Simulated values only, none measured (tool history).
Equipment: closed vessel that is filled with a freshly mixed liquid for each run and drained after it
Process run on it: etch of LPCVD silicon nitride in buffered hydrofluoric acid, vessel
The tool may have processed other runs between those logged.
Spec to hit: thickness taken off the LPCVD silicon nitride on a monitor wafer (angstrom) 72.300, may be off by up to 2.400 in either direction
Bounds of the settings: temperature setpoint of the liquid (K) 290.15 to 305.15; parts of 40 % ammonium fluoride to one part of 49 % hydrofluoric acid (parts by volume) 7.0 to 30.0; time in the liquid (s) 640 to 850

run	hour	temperature setpoint of the liquid (K)	parts of 40 % ammonium fluoride to one part of 49 % hydrofluoric acid (parts by volume)	time in the liquid (s)	thickness taken off the LPCVD silicon nitride on a monitor wafer (angstrom)
1	0.0	297.15	19.0	850	54.221
2	6.6	293.65	19.0	850	44.801
3	11.4	294.65	19.0	850	47.160
4	14.1	294.65	19.0	640	35.002
5	18.6	292.15	19.0	640	30.426
6	21.8	292.15	22.0	640	27.388
7	30.7	296.15	16.0	675	48.099
8	34.7	296.65	16.0	675	48.999
# hour 44.2: thermometer replaced
9	44.2	297.15	16.0	675	57.245
10	46.2	300.15	16.0	675	68.673

5 candidate next runs follow, results not yet known. Just one meets every target within its allowed miss. Identify it.
A	48.2	300.15	17.0	800	?
B	48.2	301.15	15.5	710	?
C	48.2	298.65	15.0	720	?
D	48.2	303.15	19.5	790	?
E	48.2	299.15	16.0	820	?

move	thickness taken off the LPCVD silicon nitride on a monitor wafer (angstrom)
A	76.018
B	77.932
C	71.366
D	76.941
E	78.373
A: the result that was furthest off in the last run now lies on the other side of its target
B: the result that was furthest off in the last run now lies on the other side of its target
C: in spec on every target
D: the result that was furthest off in the last run now lies on the other side of its target
E: the result that was furthest off in the last run now lies on the other side of its target
C meets every target.

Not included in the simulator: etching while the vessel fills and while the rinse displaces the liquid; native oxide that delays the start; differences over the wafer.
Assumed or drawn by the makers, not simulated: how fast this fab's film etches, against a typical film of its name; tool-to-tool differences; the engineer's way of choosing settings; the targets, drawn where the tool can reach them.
